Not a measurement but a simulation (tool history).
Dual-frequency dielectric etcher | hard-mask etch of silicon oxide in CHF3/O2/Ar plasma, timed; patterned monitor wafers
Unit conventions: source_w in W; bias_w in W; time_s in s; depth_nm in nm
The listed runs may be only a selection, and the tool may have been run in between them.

run	hour	source_w	bias_w	time_s	depth_nm
1	0	600	170	17	35.917
2	7.1	600	170	15.5	32.581
3	9.3	700	170	15.5	34.813
4	11.9	700	170	15.5	35.174
5	15.5	710	173	15.5	35.524
6	23.1	710	193	15.5	37.205
7	28.2	720	194	15.5	37.373
8	34.8	730	195	15.5	37.96
9	40.5	740	195	15.5	37.784

What does the tool deliver on the next run?
10	47.5	750	196	15.5	?

{"run 10": {"depth_nm": 38.486}}
